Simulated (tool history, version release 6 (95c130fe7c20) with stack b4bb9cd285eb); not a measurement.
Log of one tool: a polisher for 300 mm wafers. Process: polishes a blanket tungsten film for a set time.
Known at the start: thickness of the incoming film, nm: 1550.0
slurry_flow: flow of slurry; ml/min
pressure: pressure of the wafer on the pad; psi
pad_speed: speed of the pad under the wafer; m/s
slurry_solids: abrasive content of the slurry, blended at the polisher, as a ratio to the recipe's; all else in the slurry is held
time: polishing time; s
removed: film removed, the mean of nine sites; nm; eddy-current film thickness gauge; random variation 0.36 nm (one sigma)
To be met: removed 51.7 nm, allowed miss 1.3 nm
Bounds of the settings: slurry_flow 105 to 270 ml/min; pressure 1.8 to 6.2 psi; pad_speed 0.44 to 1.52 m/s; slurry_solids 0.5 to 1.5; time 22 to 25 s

{"run": 1, "day": 0.0, "slurry_flow": 175, "pressure": 4, "pad_speed": 0.98, "slurry_solids": 1, "time": 25, "removed": 114.5}
{"run": 2, "day": 0.138, "slurry_flow": 175, "pressure": 4, "pad_speed": 0.98, "slurry_solids": 1.2, "time": 25, "removed": 120.81}
{"run": 3, "day": 0.425, "slurry_flow": 170, "pressure": 3.7, "pad_speed": 0.94, "slurry_solids": 1.2, "time": 25, "removed": 107.75}
{"run": 4, "day": 0.729, "slurry_flow": 170, "pressure": 3.7, "pad_speed": 0.94, "slurry_solids": 1, "time": 25, "removed": 99.223}
{"run": 5, "day": 1.008, "slurry_flow": 170, "pressure": 3.7, "pad_speed": 0.94, "slurry_solids": 1, "time": 25, "removed": 101.69}
{"run": 6, "day": 1.121, "slurry_flow": 165, "pressure": 3.4, "pad_speed": 0.92, "slurry_solids": 1, "time": 25, "removed": 90.273}
{"run": 7, "day": 1.238, "slurry_flow": 160, "pressure": 3.2, "pad_speed": 0.9, "slurry_solids": 1, "time": 25, "removed": 82.97}
{"run": 8, "day": 1.304, "slurry_flow": 155, "pressure": 3, "pad_speed": 0.9, "slurry_solids": 1, "time": 25, "removed": 77.939}
{"run": 9, "day": 1.592, "slurry_flow": 150, "pressure": 2.8, "pad_speed": 0.9, "slurry_solids": 1, "time": 25, "removed": 71.966}
{"run": 10, "day": 1.879, "slurry_flow": 115, "pressure": 1.8, "pad_speed": 0.88, "slurry_solids": 1, "time": 25, "removed": 44.321}
{"run": 11, "day": 2.008, "slurry_flow": 120, "pressure": 1.8, "pad_speed": 0.88, "slurry_solids": 1, "time": 25, "removed": 43.491}
{"run": 12, "day": 2.258, "slurry_flow": 120, "pressure": 2.6, "pad_speed": 0.88, "slurry_solids": 1, "time": 25, "removed": 62.628}
{"run": 13, "day": 2.288, "slurry_flow": 120, "pressure": 2.5, "pad_speed": 0.88, "slurry_solids": 1, "time": 25, "removed": 60.168}
{"run": 14, "day": 2.529, "slurry_flow": 120, "pressure": 2.4, "pad_speed": 0.88, "slurry_solids": 1, "time": 25, "removed": 58.307}
{"run": 15, "day": 2.821, "slurry_flow": 115, "pressure": 1.9, "pad_speed": 0.88, "slurry_solids": 1, "time": 25, "removed": 45.939}
{"run": 16, "day": 3.012, "slurry_flow": 120, "pressure": 1.9, "pad_speed": 0.88, "slurry_solids": 1, "time": 25, "removed": 46.311}

Which of these 4 next moves meets every target?
{"run": "A", "day": 3.204, "slurry_flow": 120, "pressure": 2.1, "pad_speed": 0.96, "slurry_solids": 0.95, "time": 25, "removed": "?"}
{"run": "B", "day": 3.204, "slurry_flow": 110, "pressure": 1.9, "pad_speed": 0.86, "slurry_solids": 1.3, "time": 25, "removed": "?"}
{"run": "C", "day": 3.204, "slurry_flow": 125, "pressure": 2.2, "pad_speed": 0.82, "slurry_solids": 1.1, "time": 25, "removed": "?"}
{"run": "D", "day": 3.204, "slurry_flow": 120, "pressure": 2, "pad_speed": 0.8, "slurry_solids": 0.85, "time": 25, "removed": "?"}

move=A removed=54.269
move=B removed=48.311
move=C removed=51.797
move=D removed=41.702
A: takes the result that was furthest off past its target
B: nearer than the last run, and not there yet
C: meets every target
D: further off than the last run
Move C is the one to make.

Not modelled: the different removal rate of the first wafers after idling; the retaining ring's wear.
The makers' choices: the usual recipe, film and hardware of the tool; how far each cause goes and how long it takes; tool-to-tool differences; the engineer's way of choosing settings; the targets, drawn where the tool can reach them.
